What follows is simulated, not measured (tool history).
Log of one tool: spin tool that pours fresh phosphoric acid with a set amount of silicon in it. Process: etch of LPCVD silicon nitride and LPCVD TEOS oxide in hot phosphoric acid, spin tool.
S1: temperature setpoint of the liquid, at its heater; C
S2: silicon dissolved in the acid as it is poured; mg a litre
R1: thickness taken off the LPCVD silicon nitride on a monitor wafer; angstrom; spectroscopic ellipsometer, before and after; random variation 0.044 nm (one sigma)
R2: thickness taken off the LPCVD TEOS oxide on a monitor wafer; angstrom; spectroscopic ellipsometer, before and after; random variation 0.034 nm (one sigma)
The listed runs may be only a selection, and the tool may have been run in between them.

Run 1, hour 0: S1 162 C, S2 14.5 mg a litre, time under the liquid (s) 180. Result: R1 189.27 angstrom, R2 5.03 angstrom.
Run 2, hour 3.2: S1 161 C, S2 12 mg a litre, time under the liquid (s) 170. Result: R1 173.62 angstrom, R2 4.6803 angstrom.
Run 3, hour 8.4: S1 159.5 C, S2 12 mg a litre, time under the liquid (s) 170. Result: R1 164.96 angstrom, R2 4.5326 angstrom.
Run 4, hour 16.4: S1 161.5 C, S2 12 mg a litre, time under the liquid (s) 170. Result: R1 175.57 angstrom, R2 4.4162 angstrom.
Run 5, hour 24.4: S1 161.5 C, S2 7 mg a litre, time under the liquid (s) 170. Result: R1 175.34 angstrom, R2 5.1753 angstrom.
Run 6, hour 30.5: S1 161.5 C, S2 7 mg a litre, time under the liquid (s) 115. Result: R1 118.38 angstrom, R2 3.5269 angstrom.
Run 7, hour 32.6: S1 162 C, S2 5.5 mg a litre, time under the liquid (s) 115. Result: R1 120.62 angstrom, R2 3.9887 angstrom.

For run 8, what comes out?
At hour 38.2: dissolved silicon flow meter replaced.
Run 8, hour 38.2: S1 162.5 C, S2 5 mg a litre, time under the liquid (s) 115. Result: R1 ?, R2 ?.

{"run 8": {"R1": 122.81, "R2": 4.1298}}
